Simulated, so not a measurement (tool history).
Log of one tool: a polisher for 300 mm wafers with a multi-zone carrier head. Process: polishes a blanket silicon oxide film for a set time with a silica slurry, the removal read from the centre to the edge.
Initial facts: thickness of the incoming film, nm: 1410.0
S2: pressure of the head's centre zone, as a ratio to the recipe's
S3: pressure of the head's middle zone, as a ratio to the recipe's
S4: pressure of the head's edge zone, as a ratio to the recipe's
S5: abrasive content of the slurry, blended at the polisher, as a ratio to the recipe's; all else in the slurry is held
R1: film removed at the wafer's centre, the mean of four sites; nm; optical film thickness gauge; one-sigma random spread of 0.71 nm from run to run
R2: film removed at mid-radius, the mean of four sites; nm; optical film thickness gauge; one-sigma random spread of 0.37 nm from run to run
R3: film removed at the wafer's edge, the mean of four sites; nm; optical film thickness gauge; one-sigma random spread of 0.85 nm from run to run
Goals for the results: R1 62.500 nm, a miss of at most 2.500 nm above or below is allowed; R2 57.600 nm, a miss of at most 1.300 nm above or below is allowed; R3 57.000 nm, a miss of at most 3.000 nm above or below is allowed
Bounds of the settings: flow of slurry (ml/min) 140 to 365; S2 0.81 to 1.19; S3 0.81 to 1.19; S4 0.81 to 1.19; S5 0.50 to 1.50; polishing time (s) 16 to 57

run 1 day=0.000 | flow_of_slurry_(ml/min)=235 S2=1.00 S3=1.00 S4=1.00 S5=1.00 polishing_time_(s)=36 | R1=95.360 R2=94.189 R3=96.464
run 2 day=0.121 | flow_of_slurry_(ml/min)=235 S2=1.00 S3=1.00 S4=1.00 S5=1.15 polishing_time_(s)=36 | R1=99.948 R2=97.957 R3=97.937
run 3 day=0.404 | flow_of_slurry_(ml/min)=240 S2=1.02 S3=1.00 S4=0.96 S5=1.00 polishing_time_(s)=33 | R1=89.671 R2=86.378 R3=83.797
run 4 day=0.642 | flow_of_slurry_(ml/min)=240 S2=1.01 S3=0.98 S4=0.93 S5=0.90 polishing_time_(s)=32 | R1=83.730 R2=78.872 R3=79.798
run 5 day=0.683 | flow_of_slurry_(ml/min)=245 S2=1.01 S3=0.98 S4=0.91 S5=0.80 polishing_time_(s)=30 | R1=73.223 R2=71.704 R3=71.509
run 6 day=0.817 | flow_of_slurry_(ml/min)=245 S2=1.01 S3=1.04 S4=0.91 S5=0.80 polishing_time_(s)=30 | R1=72.442 R2=75.270 R3=69.558
run 7 day=0.912 | flow_of_slurry_(ml/min)=220 S2=1.05 S3=0.94 S4=0.82 S5=0.55 polishing_time_(s)=28 | R1=62.740 R2=56.186 R3=55.704
run 8 day=1.108 | flow_of_slurry_(ml/min)=220 S2=1.05 S3=0.94 S4=0.82 S5=0.55 polishing_time_(s)=28 | R1=64.195 R2=56.550 R3=56.543
run 9 day=1.175 | flow_of_slurry_(ml/min)=220 S2=1.04 S3=0.94 S4=0.82 S5=0.55 polishing_time_(s)=28 | R1=60.893 R2=55.820 R3=55.835

Consider the 4 candidate settings below. Which is the only one whose results all fall within their allowed miss of target?
run A day=1.242 | flow_of_slurry_(ml/min)=245 S2=1.12 S3=0.97 S4=0.81 S5=0.65 polishing_time_(s)=25 | R1=? R2=? R3=?
run B day=1.242 | flow_of_slurry_(ml/min)=190 S2=1.03 S3=0.95 S4=0.82 S5=0.50 polishing_time_(s)=30 | R1=? R2=? R3=?
run C day=1.242 | flow_of_slurry_(ml/min)=230 S2=1.09 S3=0.98 S4=0.86 S5=0.50 polishing_time_(s)=27 | R1=? R2=? R3=?
run D day=1.242 | flow_of_slurry_(ml/min)=255 S2=0.96 S3=0.84 S4=0.83 S5=0.50 polishing_time_(s)=30 | R1=? R2=? R3=?

move=A R1=64.243 R2=55.104 R3=54.807
move=B R1=61.988 R2=57.130 R3=58.620
move=C R1=61.070 R2=54.353 R3=54.778
move=D R1=60.547 R2=53.893 R3=60.870
A: further off than the last run
B: every result within its allowed miss
C: further off than the last run
D: further off than the last run
The right move is B.

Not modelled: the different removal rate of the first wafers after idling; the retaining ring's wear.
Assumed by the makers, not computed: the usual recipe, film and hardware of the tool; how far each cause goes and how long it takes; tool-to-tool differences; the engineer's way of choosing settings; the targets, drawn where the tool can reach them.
